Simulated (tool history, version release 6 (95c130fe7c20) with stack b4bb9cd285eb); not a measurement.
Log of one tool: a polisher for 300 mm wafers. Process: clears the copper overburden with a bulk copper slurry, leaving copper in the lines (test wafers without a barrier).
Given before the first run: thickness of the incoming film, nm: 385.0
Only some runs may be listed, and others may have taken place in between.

run    day  flow of slurry (ml/min)  pressure of the wafer on the pad (psi)  speed of the pad under the wafer (m/s)  abrasive content of the slurry  overpolish time after the end point (s)  time until the end point was called (s)  dishing of a wide line in a test structure (angstrom)
  1  0.000                      225                                     1.9                                    0.90                            1.00                                       29                                   78.631                                                 713.60
  2  0.204                      225                                     2.2                                    0.90                            1.00                                       29                                   67.322                                                 785.96
  3  0.271                      225                                     2.1                                    0.88                            1.00                                       27                                   74.124                                                 715.14
  4  0.454                      225                                     2.1                                    0.88                            1.00                                       17                                   75.885                                                 529.50
  5  0.567                      265                                     2.1                                    0.88                            1.00                                       17                                   71.009                                                 540.02
  6  0.879                      320                                     2.1                                    0.88                            1.00                                       17                                   69.982                                                 538.50
  7  1.250                      355                                     1.5                                    0.92                            1.05                                        9                                   85.385                                                 274.36

What does the tool deliver on the next run?
  8  1.433                      350                                     1.4                                    0.90                            1.05                                       10                                        ?                                                      ?

time until the end point was called (s): 92.619
dishing of a wide line in a test structure (angstrom): 280.97

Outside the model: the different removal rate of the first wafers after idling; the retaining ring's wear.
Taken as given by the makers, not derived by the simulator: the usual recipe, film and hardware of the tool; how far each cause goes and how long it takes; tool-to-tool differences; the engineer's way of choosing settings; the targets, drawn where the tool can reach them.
